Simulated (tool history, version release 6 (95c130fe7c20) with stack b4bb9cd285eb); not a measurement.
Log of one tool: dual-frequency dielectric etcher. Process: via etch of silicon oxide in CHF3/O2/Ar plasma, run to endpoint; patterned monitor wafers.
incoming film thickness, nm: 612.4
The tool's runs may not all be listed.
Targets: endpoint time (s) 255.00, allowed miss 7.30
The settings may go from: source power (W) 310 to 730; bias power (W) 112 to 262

run	hour	source power (W)	bias power (W)	endpoint time (s)
1	0.0	520	187	304.08
2	6.2	600	187	284.40
3	11.3	630	190	276.24
4	18.4	630	157	295.82
5	20.3	570	157	308.38
6	28.9	570	175	299.43
7	35.5	600	182	284.49
8	37.6	620	185	278.89
9	40.7	640	187	281.12
10	48.3	660	195	272.72
11	55.7	680	200	262.12

Which of these 4 next moves meets every target?
A	63.1	720	262	?
B	63.1	730	166	?
C	63.1	610	218	?
D	63.1	690	217	?

move	endpoint time (s)
A	236.81
B	274.42
C	271.19
D	257.42
A: takes the result that was furthest off past its target
B: further off than the last run
C: further off than the last run
D: meets every target
Answer: D
